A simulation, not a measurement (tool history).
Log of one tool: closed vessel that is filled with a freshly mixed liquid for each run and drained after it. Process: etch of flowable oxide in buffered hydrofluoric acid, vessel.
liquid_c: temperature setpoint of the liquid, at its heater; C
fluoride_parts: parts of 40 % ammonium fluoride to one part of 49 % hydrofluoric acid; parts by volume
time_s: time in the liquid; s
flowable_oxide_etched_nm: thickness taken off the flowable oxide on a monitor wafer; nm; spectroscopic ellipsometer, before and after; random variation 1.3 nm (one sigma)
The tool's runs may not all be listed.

| run | day | liquid_c | fluoride_parts | time_s | flowable_oxide_etched_nm |
|---|---|---|---|---|---|
| 1 | 0.000 | 22.0 | 13.5 | 90 | 187.39 |
| 2 | 0.379 | 22.0 | 16.0 | 90 | 159.31 |
| 3 | 0.646 | 23.5 | 15.5 | 90 | 178.48 |
| 4 | 0.912 | 24.5 | 15.0 | 90 | 194.83 |
| 5 | 1.142 | 25.5 | 14.5 | 90 | 211.07 |
| 6 | 1.521 | 27.0 | 14.5 | 90 | 229.79 |
| 7 | 1.729 | 27.5 | 14.0 | 90 | 246.08 |
| 8 | 1.804 | 28.0 | 13.5 | 90 | 260.50 |

Forecast run 9:
| 9 | 1.938 | 28.5 | 13.0 | 90 | ? |

flowable_oxide_etched_nm: 276.60 nm
